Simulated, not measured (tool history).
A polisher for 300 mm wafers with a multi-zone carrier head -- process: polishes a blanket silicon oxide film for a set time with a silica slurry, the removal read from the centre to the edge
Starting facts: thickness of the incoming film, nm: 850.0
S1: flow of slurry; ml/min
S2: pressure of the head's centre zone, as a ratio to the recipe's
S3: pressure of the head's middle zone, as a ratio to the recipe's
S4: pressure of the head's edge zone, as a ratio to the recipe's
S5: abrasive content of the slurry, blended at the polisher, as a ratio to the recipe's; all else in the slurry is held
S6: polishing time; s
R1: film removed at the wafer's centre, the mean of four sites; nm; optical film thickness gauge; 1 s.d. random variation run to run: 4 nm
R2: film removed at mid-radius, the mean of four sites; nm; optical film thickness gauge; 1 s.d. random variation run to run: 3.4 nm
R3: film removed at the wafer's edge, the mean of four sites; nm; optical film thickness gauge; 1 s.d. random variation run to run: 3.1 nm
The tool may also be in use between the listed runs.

run 1 day=0.000 | S1=270 S2=1.00 S3=1.00 S4=1.00 S5=1.00 S6=80 | R1=242.40 R2=244.45 R3=253.50
run 2 day=0.225 | S1=270 S2=0.95 S3=1.00 S4=1.00 S5=1.00 S6=80 | R1=235.36 R2=240.82 R3=252.51
run 3 day=0.579 | S1=270 S2=0.91 S3=1.00 S4=1.00 S5=1.00 S6=80 | R1=221.30 R2=242.14 R3=249.27
run 4 day=0.833 | S1=270 S2=0.91 S3=1.00 S4=1.00 S5=1.00 S6=68 | R1=195.77 R2=204.02 R3=210.37
run 5 day=1.083 | S1=270 S2=0.91 S3=1.00 S4=1.00 S5=1.00 S6=82 | R1=228.75 R2=245.16 R3=255.63
run 6 day=1.225 | S1=320 S2=0.91 S3=1.00 S4=1.00 S5=1.00 S6=82 | R1=237.23 R2=256.91 R3=266.97
run 7 day=1.471 | S1=330 S2=0.93 S3=1.01 S4=0.99 S5=1.00 S6=82 | R1=240.88 R2=254.43 R3=263.14
run 8 day=1.592 | S1=335 S2=0.95 S3=1.03 S4=0.99 S5=1.00 S6=82 | R1=243.02 R2=256.64 R3=263.53

What will run 9 give?
run 9 day=1.725 | S1=350 S2=1.05 S3=1.13 S4=0.90 S5=1.15 S6=83 | R1=? R2=? R3=?

Run 9 produced R1 290.16 nm, R2 308.86 nm, R3 271.09 nm.

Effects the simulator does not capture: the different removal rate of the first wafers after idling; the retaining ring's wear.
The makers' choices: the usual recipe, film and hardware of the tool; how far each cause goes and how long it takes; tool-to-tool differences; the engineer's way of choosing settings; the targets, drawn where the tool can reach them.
